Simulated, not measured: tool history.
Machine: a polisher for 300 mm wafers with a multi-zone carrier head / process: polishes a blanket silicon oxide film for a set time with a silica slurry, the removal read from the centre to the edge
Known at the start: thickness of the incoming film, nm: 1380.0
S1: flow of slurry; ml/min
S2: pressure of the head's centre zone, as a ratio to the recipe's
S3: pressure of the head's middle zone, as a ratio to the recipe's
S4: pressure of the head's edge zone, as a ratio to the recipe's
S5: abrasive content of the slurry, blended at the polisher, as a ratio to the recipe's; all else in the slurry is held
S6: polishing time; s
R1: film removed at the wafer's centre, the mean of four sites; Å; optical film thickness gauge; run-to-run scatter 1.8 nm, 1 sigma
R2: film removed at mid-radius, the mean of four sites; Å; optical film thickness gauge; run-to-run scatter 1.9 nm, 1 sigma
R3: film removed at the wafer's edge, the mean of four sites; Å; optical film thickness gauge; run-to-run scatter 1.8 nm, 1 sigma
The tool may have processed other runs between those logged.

run	hour	S1	S2	S3	S4	S5	S6	R1	R2	R3
1	0	180	1	1	1	1	75	2734	2765.6	2784.1
2	6.4	180	1	1.06	1	1	75	2748.2	2836	2795.7
3	10.2	165	1.01	1	0.98	0.95	75	2614.8	2637.6	2691.1
4	15.8	205	1.01	1	0.98	0.95	75	2734	2704.3	2740.6
5	17.5	195	1.02	0.96	0.94	0.9	75	2699.1	2541.2	2627.9
6	20.6	180	1.01	0.94	0.91	0.85	75	2532.6	2401.8	2420.7
7	28.7	170	1.01	0.92	0.92	0.85	75	2504.4	2353.5	2442.5
8	33.1	160	1.01	0.91	0.92	0.85	75	2464.4	2323.7	2460.2

Run 9 is up next; what results do you expect?
9	42	160	1.01	0.91	0.92	0.85	75	?	?	?

Logged for run 9: R1 2460.2 Å, R2 2322 Å, R3 2390.4 Å.
